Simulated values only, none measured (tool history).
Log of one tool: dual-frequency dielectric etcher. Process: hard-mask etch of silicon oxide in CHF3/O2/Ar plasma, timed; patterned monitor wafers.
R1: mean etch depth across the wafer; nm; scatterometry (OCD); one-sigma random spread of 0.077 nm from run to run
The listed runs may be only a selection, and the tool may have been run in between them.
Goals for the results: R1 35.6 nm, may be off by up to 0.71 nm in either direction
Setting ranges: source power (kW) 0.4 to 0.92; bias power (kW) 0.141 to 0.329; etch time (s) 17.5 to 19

Run 1, hour 0: source power (kW) 0.66, bias power (kW) 0.235, etch time (s) 19. Result: R1 42.766 nm.
Run 2, hour 3: source power (kW) 0.66, bias power (kW) 0.235, etch time (s) 17.5. Result: R1 39.175 nm.
Run 3, hour 9.5: source power (kW) 0.66, bias power (kW) 0.235, etch time (s) 17.5. Result: R1 39.149 nm.
Run 4, hour 14.4: source power (kW) 0.63, bias power (kW) 0.233, etch time (s) 17.5. Result: R1 38.304 nm.
Run 5, hour 15: source power (kW) 0.61, bias power (kW) 0.232, etch time (s) 17.5. Result: R1 37.831 nm.
Run 6, hour 22.6: source power (kW) 0.59, bias power (kW) 0.231, etch time (s) 17.5. Result: R1 37.244 nm.
Run 7, hour 24.7: source power (kW) 0.58, bias power (kW) 0.23, etch time (s) 17.5. Result: R1 36.996 nm.
Run 8, hour 31.3: source power (kW) 0.51, bias power (kW) 0.224, etch time (s) 17.5. Result: R1 34.631 nm.

4 candidate next runs follow, results not yet known. Just one meets every target within its allowed miss. Identify it.
Run A, hour 37.9: source power (kW) 0.49, bias power (kW) 0.217, etch time (s) 17.5. Result: R1 ?.
Run B, hour 37.9: source power (kW) 0.46, bias power (kW) 0.223, etch time (s) 18. Result: R1 ?.
Run C, hour 37.9: source power (kW) 0.62, bias power (kW) 0.187, etch time (s) 17.5. Result: R1 ?.
Run D, hour 37.9: source power (kW) 0.41, bias power (kW) 0.212, etch time (s) 19. Result: R1 ?.

move      R1
   A  33.875
   B  34.262
   C  35.561
   D  33.938
A: its largest miss is bigger than the last run's
B: its largest miss is bigger than the last run's
C: all results land within tolerance of their targets
D: its largest miss is bigger than the last run's
C meets every target.

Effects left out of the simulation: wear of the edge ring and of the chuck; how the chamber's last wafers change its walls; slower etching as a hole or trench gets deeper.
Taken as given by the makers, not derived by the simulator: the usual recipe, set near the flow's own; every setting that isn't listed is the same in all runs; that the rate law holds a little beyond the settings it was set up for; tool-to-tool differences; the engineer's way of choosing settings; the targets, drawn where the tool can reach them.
